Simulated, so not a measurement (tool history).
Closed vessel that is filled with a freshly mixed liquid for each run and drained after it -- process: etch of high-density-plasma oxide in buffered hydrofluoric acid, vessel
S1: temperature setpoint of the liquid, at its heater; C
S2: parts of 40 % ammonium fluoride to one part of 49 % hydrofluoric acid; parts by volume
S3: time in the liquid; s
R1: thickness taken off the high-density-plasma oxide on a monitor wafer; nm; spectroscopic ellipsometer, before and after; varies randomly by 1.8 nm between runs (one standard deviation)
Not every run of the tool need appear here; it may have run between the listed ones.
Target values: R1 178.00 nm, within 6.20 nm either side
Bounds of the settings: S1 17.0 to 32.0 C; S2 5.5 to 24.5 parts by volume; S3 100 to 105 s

Run 1, hour 0.0: S1 25.0 C, S2 15.0 parts by volume, S3 100 s. Result: R1 120.00 nm.
Run 2, hour 2.4: S1 26.5 C, S2 15.0 parts by volume, S3 100 s. Result: R1 130.07 nm.
Run 3, hour 8.2: S1 26.5 C, S2 17.5 parts by volume, S3 100 s. Result: R1 112.44 nm.
Run 4, hour 13.1: S1 27.5 C, S2 17.0 parts by volume, S3 100 s. Result: R1 121.02 nm.
Run 5, hour 19.5: S1 29.5 C, S2 17.0 parts by volume, S3 100 s. Result: R1 133.87 nm.
Run 6, hour 22.6: S1 26.0 C, S2 17.0 parts by volume, S3 100 s. Result: R1 112.75 nm.
Run 7, hour 27.7: S1 27.0 C, S2 16.5 parts by volume, S3 100 s. Result: R1 123.28 nm.
Run 8, hour 31.3: S1 28.0 C, S2 16.0 parts by volume, S3 100 s. Result: R1 133.47 nm.
Run 9, hour 36.6: S1 29.0 C, S2 15.5 parts by volume, S3 100 s. Result: R1 144.97 nm.
Run 10, hour 38.0: S1 29.5 C, S2 15.5 parts by volume, S3 100 s. Result: R1 146.95 nm.
Run 11, hour 44.9: S1 30.0 C, S2 15.0 parts by volume, S3 100 s. Result: R1 155.13 nm.
Run 12, hour 50.4: S1 30.5 C, S2 15.0 parts by volume, S3 100 s. Result: R1 163.55 nm.
Run 13, hour 54.1: S1 31.0 C, S2 15.0 parts by volume, S3 100 s. Result: R1 166.81 nm.

Which of these 4 next moves meets every target?
Run A, hour 57.8: S1 32.0 C, S2 14.5 parts by volume, S3 100 s. Result: R1 ?.
Run B, hour 57.8: S1 31.5 C, S2 13.0 parts by volume, S3 100 s. Result: R1 ?.
Run C, hour 57.8: S1 30.0 C, S2 15.0 parts by volume, S3 105 s. Result: R1 ?.
Run D, hour 57.8: S1 29.5 C, S2 16.0 parts by volume, S3 100 s. Result: R1 ?.

move      R1
   A  179.44
   B  194.54
   C  164.17
   D  142.95
A: each result inside its tolerance
B: moves the result that the last run missed by most past its target, out the other side
C: moves away from the targets compared with the last run
D: moves away from the targets compared with the last run
The right move is A.
